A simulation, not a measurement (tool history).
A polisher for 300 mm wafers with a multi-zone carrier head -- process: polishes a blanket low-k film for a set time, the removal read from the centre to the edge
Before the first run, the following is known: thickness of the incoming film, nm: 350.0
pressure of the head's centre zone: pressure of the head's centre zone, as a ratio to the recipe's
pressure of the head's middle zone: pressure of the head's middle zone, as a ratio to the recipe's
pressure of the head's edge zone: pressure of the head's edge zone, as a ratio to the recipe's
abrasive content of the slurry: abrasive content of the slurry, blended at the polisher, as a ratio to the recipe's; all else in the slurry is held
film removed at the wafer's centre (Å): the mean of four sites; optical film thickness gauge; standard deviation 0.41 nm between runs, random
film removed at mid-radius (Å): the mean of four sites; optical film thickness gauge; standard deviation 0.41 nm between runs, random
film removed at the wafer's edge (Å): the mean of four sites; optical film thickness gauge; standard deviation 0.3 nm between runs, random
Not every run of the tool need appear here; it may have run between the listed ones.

run  hour  flow of slurry (ml/min)  pressure of the head's centre zone  pressure of the head's middle zone  pressure of the head's edge zone  abrasive content of the slurry  polishing time (s)  film removed at the wafer's centre (Å)  film removed at mid-radius (Å)  film removed at the wafer's edge (Å)
  1     0                      265                                   1                                   1                                 1                               1                  73                                  314.74                           319.3                                324.64
  2   5.5                      265                                   1                                1.04                                 1                               1                  73                                  314.69                          331.66                                331.13
  3  10.2                      265                                   1                                1.11                                 1                               1                  73                                  314.42                           351.6                                325.98
  4  13.2                      275                                1.03                                1.12                              1.03                            1.05                  73                                  329.55                          360.84                                344.08
  5  14.2                      275                                1.03                                1.12                              1.03                            1.05                  88                                  404.37                          434.61                                412.06
  6  17.8                      275                                1.03                                1.05                              1.03                            1.05                  88                                  407.94                           408.9                                413.39
  7  22.7                      285                                1.04                                1.06                              1.02                            1.05                  88                                  407.34                          408.14                                416.17
  8    26                      285                                1.04                                1.06                              1.02                            1.05                  88                                  416.89                          415.65                                412.89

What will run 9 give?
  9  31.9                      295                                1.05                                1.07                              1.01                            1.05                  88                                       ?                               ?                                     ?

{"run 9": {"film removed at the wafer's centre (Å)": 414.76, "film removed at mid-radius (Å)": 417.92, "film removed at the wafer's edge (Å)": 410.29}}
